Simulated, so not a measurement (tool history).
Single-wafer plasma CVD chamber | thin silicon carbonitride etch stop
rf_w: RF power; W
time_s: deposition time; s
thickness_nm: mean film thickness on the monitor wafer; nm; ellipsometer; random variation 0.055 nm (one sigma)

run  hour  rf_w  time_s  thickness_nm
  1   0.0   265    18.5        11.621
  2   4.7   305    18.5        12.147
  3  10.4   280    18.5        11.779
  4  16.5   280    16.2        10.249
  5  18.3   295    17.4        11.281
  6  19.0   310    18.2        11.969
  7  22.0   320    18.9        12.638
  8  26.3   325    19.3        12.920

Run 9 comes next. What will it give?
  9  30.2   330    19.7             ?

Run 9 gave thickness_nm 13.306 nm.
